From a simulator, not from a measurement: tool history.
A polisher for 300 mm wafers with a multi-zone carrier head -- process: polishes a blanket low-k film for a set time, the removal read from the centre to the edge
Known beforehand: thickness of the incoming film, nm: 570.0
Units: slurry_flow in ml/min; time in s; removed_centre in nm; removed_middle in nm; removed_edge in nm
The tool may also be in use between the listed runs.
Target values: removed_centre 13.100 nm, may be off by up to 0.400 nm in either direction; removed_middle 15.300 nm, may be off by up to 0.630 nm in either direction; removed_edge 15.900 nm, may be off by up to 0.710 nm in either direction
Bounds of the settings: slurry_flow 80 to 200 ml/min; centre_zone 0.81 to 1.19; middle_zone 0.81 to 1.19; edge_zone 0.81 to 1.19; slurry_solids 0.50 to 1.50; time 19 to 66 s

{"run": 1, "hour": 0.0, "slurry_flow": 130, "centre_zone": 1.0, "middle_zone": 1.0, "edge_zone": 1.0, "slurry_solids": 1.0, "time": 42, "removed_centre": 16.015, "removed_middle": 16.404, "removed_edge": 16.621}
{"run": 2, "hour": 3.8, "slurry_flow": 160, "centre_zone": 1.0, "middle_zone": 1.0, "edge_zone": 1.0, "slurry_solids": 1.0, "time": 42, "removed_centre": 16.722, "removed_middle": 16.362, "removed_edge": 16.952}
{"run": 3, "hour": 11.5, "slurry_flow": 150, "centre_zone": 0.96, "middle_zone": 0.99, "edge_zone": 1.0, "slurry_solids": 1.0, "time": 42, "removed_centre": 15.691, "removed_middle": 16.625, "removed_edge": 16.532}
{"run": 4, "hour": 16.4, "slurry_flow": 150, "centre_zone": 0.96, "middle_zone": 0.99, "edge_zone": 0.92, "slurry_solids": 1.0, "time": 42, "removed_centre": 15.902, "removed_middle": 16.547, "removed_edge": 16.29}
{"run": 5, "hour": 23.5, "slurry_flow": 150, "centre_zone": 0.96, "middle_zone": 0.99, "edge_zone": 0.92, "slurry_solids": 1.0, "time": 32, "removed_centre": 12.14, "removed_middle": 12.779, "removed_edge": 12.412}
{"run": 6, "hour": 26.7, "slurry_flow": 150, "centre_zone": 0.95, "middle_zone": 0.99, "edge_zone": 0.97, "slurry_solids": 1.1, "time": 32, "removed_centre": 12.172, "removed_middle": 13.084, "removed_edge": 13.125}
{"run": 7, "hour": 29.3, "slurry_flow": 150, "centre_zone": 0.95, "middle_zone": 1.01, "edge_zone": 1.0, "slurry_solids": 1.2, "time": 32, "removed_centre": 12.678, "removed_middle": 13.786, "removed_edge": 13.723}
{"run": 8, "hour": 35.8, "slurry_flow": 150, "centre_zone": 0.94, "middle_zone": 1.01, "edge_zone": 1.03, "slurry_solids": 1.25, "time": 32, "removed_centre": 12.521, "removed_middle": 13.739, "removed_edge": 13.743}
{"run": 9, "hour": 44.8, "slurry_flow": 160, "centre_zone": 0.84, "middle_zone": 0.97, "edge_zone": 1.1, "slurry_solids": 1.5, "time": 35, "removed_centre": 13.465, "removed_middle": 15.533, "removed_edge": 16.6}

5 candidate next runs follow, results not yet known. Just one meets every target within its allowed miss. Identify it.
{"run": "A", "hour": 53.8, "slurry_flow": 180, "centre_zone": 0.93, "middle_zone": 0.99, "edge_zone": 1.06, "slurry_solids": 1.5, "time": 33, "removed_centre": "?", "removed_middle": "?", "removed_edge": "?"}
{"run": "B", "hour": 53.8, "slurry_flow": 145, "centre_zone": 0.86, "middle_zone": 0.99, "edge_zone": 1.04, "slurry_solids": 1.5, "time": 34, "removed_centre": "?", "removed_middle": "?", "removed_edge": "?"}
{"run": "C", "hour": 53.8, "slurry_flow": 150, "centre_zone": 0.97, "middle_zone": 1.03, "edge_zone": 1.0, "slurry_solids": 1.3, "time": 37, "removed_centre": "?", "removed_middle": "?", "removed_edge": "?"}
{"run": "D", "hour": 53.8, "slurry_flow": 125, "centre_zone": 0.83, "middle_zone": 0.93, "edge_zone": 1.19, "slurry_solids": 1.25, "time": 40, "removed_centre": "?", "removed_middle": "?", "removed_edge": "?"}
{"run": "E", "hour": 53.8, "slurry_flow": 150, "centre_zone": 0.86, "middle_zone": 1.0, "edge_zone": 1.09, "slurry_solids": 1.5, "time": 37, "removed_centre": "?", "removed_middle": "?", "removed_edge": "?"}

move=A removed_centre=14.062 removed_middle=15.189 removed_edge=15.498
move=B removed_centre=12.975 removed_middle=15.095 removed_edge=15.407
move=C removed_centre=15.161 removed_middle=16.169 removed_edge=15.820
move=D removed_centre=13.547 removed_middle=15.795 removed_edge=18.008
move=E removed_centre=14.218 removed_middle=16.617 removed_edge=17.237
A: meets the target for the result that was furthest off, but another lies outside its allowed miss
B: each result inside its tolerance
C: meets the target for the result that was furthest off, but another lies outside its allowed miss
D: the biggest miss grows against the last run
E: the biggest miss grows against the last run
Answer: B
